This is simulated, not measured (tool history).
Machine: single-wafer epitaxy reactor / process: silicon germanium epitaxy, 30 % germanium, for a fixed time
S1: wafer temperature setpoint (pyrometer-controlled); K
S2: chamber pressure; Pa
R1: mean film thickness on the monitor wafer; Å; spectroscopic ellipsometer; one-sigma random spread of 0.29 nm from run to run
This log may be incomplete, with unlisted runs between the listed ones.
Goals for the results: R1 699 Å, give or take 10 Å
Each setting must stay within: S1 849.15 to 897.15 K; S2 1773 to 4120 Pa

run 1 hour=0 | S1=873.15 S2=2946 | R1=621.98
run 2 hour=1.4 | S1=873.15 S2=3213 | R1=640.97
run 3 hour=2.4 | S1=873.15 S2=2813 | R1=612.06
run 4 hour=10.3 | S1=875.15 S2=2813 | R1=635.17
run 5 hour=18.3 | S1=875.15 S2=2466 | R1=614.91
run 6 hour=21.4 | S1=875.15 S2=2986 | R1=644.89
run 7 hour=22.4 | S1=875.15 S2=2986 | R1=650.16
run 8 hour=25.2 | S1=880.15 S2=3000 | R1=725.62

Below are 4 possible settings for the next run. Only one of them brings all results inside the allowed miss of their targets. Which is it?
run A hour=28 | S1=883.15 S2=2480 | R1=?
run B hour=28 | S1=878.15 S2=3106 | R1=?
run C hour=28 | S1=877.15 S2=3653 | R1=?
run D hour=28 | S1=877.15 S2=3000 | R1=?

move=A R1=722.09
move=B R1=700.11
move=C R1=723.31
move=D R1=678.17
A: an improvement on the last run, though not all results are within tolerance
B: all results in spec
C: an improvement on the last run, though not all results are within tolerance
D: moves the result that the last run missed by most past its target, out the other side
The right move is B.

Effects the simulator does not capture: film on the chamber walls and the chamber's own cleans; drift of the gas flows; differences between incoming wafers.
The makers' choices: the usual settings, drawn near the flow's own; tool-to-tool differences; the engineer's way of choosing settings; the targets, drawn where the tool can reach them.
